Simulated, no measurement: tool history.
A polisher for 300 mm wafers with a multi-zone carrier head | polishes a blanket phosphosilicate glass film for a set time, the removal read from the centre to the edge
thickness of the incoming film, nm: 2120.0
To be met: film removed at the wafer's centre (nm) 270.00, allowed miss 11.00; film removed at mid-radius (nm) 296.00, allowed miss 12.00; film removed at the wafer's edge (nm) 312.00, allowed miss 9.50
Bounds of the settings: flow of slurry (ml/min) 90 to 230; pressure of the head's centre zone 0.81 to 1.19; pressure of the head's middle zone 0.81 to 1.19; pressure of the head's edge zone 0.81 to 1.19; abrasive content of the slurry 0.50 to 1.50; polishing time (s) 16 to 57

| run | hour | flow of slurry (ml/min) | pressure of the head's centre zone | pressure of the head's middle zone | pressure of the head's edge zone | abrasive content of the slurry | polishing time (s) | film removed at the wafer's centre (nm) | film removed at mid-radius (nm) | film removed at the wafer's edge (nm) |
|---|---|---|---|---|---|---|---|---|---|---|
| 1 | 0.0 | 150 | 1.00 | 1.00 | 1.00 | 1.00 | 36 | 253.70 | 255.75 | 259.26 |
| 2 | 5.6 | 160 | 0.99 | 1.01 | 1.03 | 1.00 | 36 | 252.88 | 256.08 | 259.93 |
| 3 | 11.5 | 160 | 0.99 | 1.01 | 1.03 | 1.00 | 27 | 188.95 | 190.91 | 198.28 |
| 4 | 19.1 | 155 | 0.98 | 1.01 | 1.04 | 1.10 | 28 | 205.84 | 205.34 | 214.00 |
| 5 | 23.4 | 155 | 0.91 | 1.01 | 1.04 | 1.10 | 28 | 190.55 | 210.19 | 212.96 |
| 6 | 28.6 | 155 | 0.90 | 1.01 | 1.06 | 1.20 | 29 | 201.53 | 226.27 | 232.60 |
| 7 | 33.3 | 160 | 0.91 | 1.02 | 1.08 | 1.25 | 30 | 213.07 | 240.38 | 249.95 |
| 8 | 38.0 | 165 | 0.93 | 1.04 | 1.09 | 1.30 | 30 | 230.07 | 248.57 | 252.50 |
| 9 | 41.3 | 165 | 0.92 | 1.04 | 1.10 | 1.35 | 31 | 236.57 | 262.44 | 266.45 |
| 10 | 42.4 | 165 | 0.92 | 1.04 | 1.10 | 1.35 | 31 | 231.71 | 259.16 | 264.07 |
| 11 | 44.1 | 170 | 0.92 | 1.04 | 1.11 | 1.40 | 31 | 242.34 | 267.52 | 270.49 |
| 12 | 44.8 | 170 | 0.92 | 1.04 | 1.12 | 1.40 | 32 | 246.44 | 275.73 | 283.96 |

4 next moves are on the table. One of them brings every result within its allowed miss. Which?
| A | 45.5 | 175 | 0.98 | 0.91 | 1.19 | 1.40 | 36 | ? | ? | ? |
| B | 45.5 | 185 | 0.95 | 1.03 | 1.11 | 1.35 | 28 | ? | ? | ? |
| C | 45.5 | 140 | 0.91 | 0.99 | 1.07 | 1.50 | 36 | ? | ? | ? |
| D | 45.5 | 160 | 1.09 | 1.19 | 0.96 | 1.50 | 29 | ? | ? | ? |

| move | film removed at the wafer's centre (nm) | film removed at mid-radius (nm) | film removed at the wafer's edge (nm) |
|---|---|---|---|
| A | 296.20 | 277.76 | 332.09 |
| B | 221.98 | 236.65 | 247.18 |
| C | 273.20 | 296.20 | 317.14 |
| D | 269.64 | 281.72 | 245.87 |
A: takes the result that was furthest off past its target
B: further off than the last run
C: meets every target
D: further off than the last run
Answer: C
